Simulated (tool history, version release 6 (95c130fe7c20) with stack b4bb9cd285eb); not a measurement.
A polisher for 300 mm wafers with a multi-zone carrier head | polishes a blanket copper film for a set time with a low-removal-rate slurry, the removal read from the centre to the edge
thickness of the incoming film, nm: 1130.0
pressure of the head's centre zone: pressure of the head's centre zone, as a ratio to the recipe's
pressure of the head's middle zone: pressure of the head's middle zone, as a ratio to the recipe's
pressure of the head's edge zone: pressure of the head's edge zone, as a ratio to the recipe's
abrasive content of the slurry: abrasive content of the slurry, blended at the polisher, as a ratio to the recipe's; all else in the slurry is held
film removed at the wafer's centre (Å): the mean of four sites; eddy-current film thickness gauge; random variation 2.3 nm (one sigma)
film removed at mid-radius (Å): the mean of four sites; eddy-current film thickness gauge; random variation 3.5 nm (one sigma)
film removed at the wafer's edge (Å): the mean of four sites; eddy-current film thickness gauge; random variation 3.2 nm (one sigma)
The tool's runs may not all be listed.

run    day  flow of slurry (ml/min)  pressure of the head's centre zone  pressure of the head's middle zone  pressure of the head's edge zone  abrasive content of the slurry  polishing time (s)  film removed at the wafer's centre (Å)  film removed at mid-radius (Å)  film removed at the wafer's edge (Å)
  1  0.000                      215                                1.00                                1.00                              1.00                            1.00                  60                                  1939.0                          1968.9                                1917.2
  2  0.308                      215                                1.00                                1.00                              1.00                            1.20                  60                                  2022.3                          2024.7                                2012.6
  3  0.504                      220                                1.00                                1.02                              1.04                            1.30                  64                                  2219.3                          2234.3                                2248.6
  4  0.838                      220                                1.00                                1.02                              1.04                            1.30                  74                                  2535.9                          2696.7                                2602.5
  5  1.092                      220                                0.93                                1.02                              1.04                            1.30                  74                                  2374.5                          2684.1                                2575.7
  6  1.375                      220                                0.88                                1.02                              1.04                            1.30                  74                                  2202.9                          2601.3                                2587.0
  7  1.533                      230                                0.91                                1.02                              1.07                            1.35                  74                                  2339.8                          2657.6                                2677.9
  8  1.750                      240                                0.93                                1.03                              1.09                            1.40                  74                                  2418.6                          2775.6                                2695.7
  9  1.975                      240                                0.94                                1.02                              1.11                            1.45                  75                                  2538.1                          2766.6                                2802.4
 10  2.288                      245                                0.95                                1.02                              1.13                            1.45                  75                                  2579.3                          2749.8                                2808.3
 11  2.658                      250                                0.95                                1.02                              1.14                            1.45                  76                                  2612.7                          2908.7                                2889.0

Run 12 comes next. What will it give?
 12  2.996                      250                                0.96                                1.01                              1.15                            1.45                  76                                       ?                               ?                                     ?

Run 12 gave film removed at the wafer's centre (Å) 2659.5, film removed at mid-radius (Å) 2818.9, film removed at the wafer's edge (Å) 2871.4.
